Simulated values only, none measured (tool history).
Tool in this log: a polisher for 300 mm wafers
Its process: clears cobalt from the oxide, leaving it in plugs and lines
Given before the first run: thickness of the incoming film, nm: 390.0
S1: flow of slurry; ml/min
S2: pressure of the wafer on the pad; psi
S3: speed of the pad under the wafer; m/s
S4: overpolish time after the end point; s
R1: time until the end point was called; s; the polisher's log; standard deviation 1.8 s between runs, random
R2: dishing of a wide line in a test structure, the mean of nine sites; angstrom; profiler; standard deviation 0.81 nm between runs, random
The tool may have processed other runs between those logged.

run	hour	S1	S2	S3	S4	R1	R2
1	0.0	205	2.0	0.76	22	116.68	559.34
2	2.5	175	2.0	0.76	22	117.53	546.83
3	5.7	165	2.0	0.76	20	120.25	506.12
4	11.9	165	2.0	0.58	20	145.98	445.92
5	15.9	160	2.2	0.56	18	132.83	411.58
6	22.3	160	2.3	0.56	17	130.47	434.05
7	27.8	160	2.3	0.56	17	131.20	442.72
8	29.9	155	2.3	0.58	15	131.27	395.35
9	30.8	150	2.4	0.58	14	125.31	386.15
10	33.3	145	2.5	0.58	13	120.21	376.51

Run 11 is up next; what results do you expect?
11	41.2	145	2.6	0.58	12	?	?

Run 11 yielded R1 117.86 s, R2 358.71 angstrom.
